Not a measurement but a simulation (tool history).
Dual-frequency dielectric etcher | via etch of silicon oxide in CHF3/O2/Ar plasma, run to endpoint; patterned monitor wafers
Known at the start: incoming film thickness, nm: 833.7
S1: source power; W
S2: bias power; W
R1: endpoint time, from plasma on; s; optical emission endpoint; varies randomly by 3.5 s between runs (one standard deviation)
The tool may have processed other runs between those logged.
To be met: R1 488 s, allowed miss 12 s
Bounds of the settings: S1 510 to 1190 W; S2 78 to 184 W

run	hour	S1	S2	R1
1	0	850	131	414.48
2	3.6	810	129	422.75
3	10.7	810	121	428.58
4	15.9	780	119	430.78
5	17.5	920	119	413.29
6	19.4	880	115	425.52
7	21.9	850	112	433.41
8	28.7	820	110	446.26

Pick the move, out of 4, that brings all results within their allowed miss; only one does.
A	35.5	740	119	?
B	35.5	780	135	?
C	35.5	740	90	?
D	35.5	880	114	?

move	R1
A	455.26
B	428.52
C	497.48
D	433.27
A: an improvement on the last run, though not all results are within tolerance
B: lands further from the targets than the last run did
C: meets every target
D: lands further from the targets than the last run did
C is the move that brings every result within its allowed miss.
